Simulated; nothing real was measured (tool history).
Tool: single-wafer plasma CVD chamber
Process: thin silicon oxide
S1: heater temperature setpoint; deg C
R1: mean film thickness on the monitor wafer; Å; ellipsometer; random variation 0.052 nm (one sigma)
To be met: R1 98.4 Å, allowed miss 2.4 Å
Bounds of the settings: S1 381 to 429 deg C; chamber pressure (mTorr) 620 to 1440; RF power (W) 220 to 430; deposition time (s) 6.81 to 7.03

{"run": 1, "hour": 0.0, "S1": 405, "chamber pressure (mTorr)": 1030, "RF power (W)": 325, "deposition time (s)": 6.81, "R1": 157.28}
{"run": 2, "hour": 2.5, "S1": 405, "chamber pressure (mTorr)": 1030, "RF power (W)": 305, "deposition time (s)": 6.81, "R1": 151.65}
{"run": 3, "hour": 9.2, "S1": 408, "chamber pressure (mTorr)": 930, "RF power (W)": 285, "deposition time (s)": 6.81, "R1": 133.06}
{"run": 4, "hour": 17.3, "S1": 408, "chamber pressure (mTorr)": 930, "RF power (W)": 285, "deposition time (s)": 6.81, "R1": 134.8}
{"run": 5, "hour": 17.8, "S1": 408, "chamber pressure (mTorr)": 1110, "RF power (W)": 285, "deposition time (s)": 6.81, "R1": 157.4}
{"hour": 24.1, "done": "RF generator calibrated"}
{"run": 6, "hour": 24.1, "S1": 408, "chamber pressure (mTorr)": 1110, "RF power (W)": 285, "deposition time (s)": 7.03, "R1": 167.26}
{"run": 7, "hour": 26.8, "S1": 420, "chamber pressure (mTorr)": 900, "RF power (W)": 235, "deposition time (s)": 6.81, "R1": 120.86}
{"run": 8, "hour": 29.4, "S1": 420, "chamber pressure (mTorr)": 840, "RF power (W)": 235, "deposition time (s)": 6.81, "R1": 110.54}
{"run": 9, "hour": 33.3, "S1": 420, "chamber pressure (mTorr)": 810, "RF power (W)": 235, "deposition time (s)": 6.81, "R1": 105.2}
{"run": 10, "hour": 36.1, "S1": 420, "chamber pressure (mTorr)": 800, "RF power (W)": 235, "deposition time (s)": 6.81, "R1": 103.05}
{"run": 11, "hour": 43.5, "S1": 420, "chamber pressure (mTorr)": 800, "RF power (W)": 235, "deposition time (s)": 6.81, "R1": 103.34}
{"run": 12, "hour": 47.7, "S1": 420, "chamber pressure (mTorr)": 790, "RF power (W)": 235, "deposition time (s)": 6.81, "R1": 102.48}

5 next moves are on the table. One of them brings every result within its allowed miss. Which?
{"run": "A", "hour": 51.9, "S1": 406, "chamber pressure (mTorr)": 780, "RF power (W)": 235, "deposition time (s)": 6.94, "R1": "?"}
{"run": "B", "hour": 51.9, "S1": 416, "chamber pressure (mTorr)": 750, "RF power (W)": 235, "deposition time (s)": 7.01, "R1": "?"}
{"run": "C", "hour": 51.9, "S1": 412, "chamber pressure (mTorr)": 820, "RF power (W)": 245, "deposition time (s)": 6.81, "R1": "?"}
{"run": "D", "hour": 51.9, "S1": 416, "chamber pressure (mTorr)": 830, "RF power (W)": 220, "deposition time (s)": 6.81, "R1": "?"}
{"run": "E", "hour": 51.9, "S1": 419, "chamber pressure (mTorr)": 820, "RF power (W)": 230, "deposition time (s)": 7.03, "R1": "?"}

move=A R1=104.62
move=B R1=99
move=C R1=111.71
move=D R1=107.88
move=E R1=111.54
A: further off than the last run
B: meets every target
C: further off than the last run
D: further off than the last run
E: further off than the last run
Move B is the one to make.
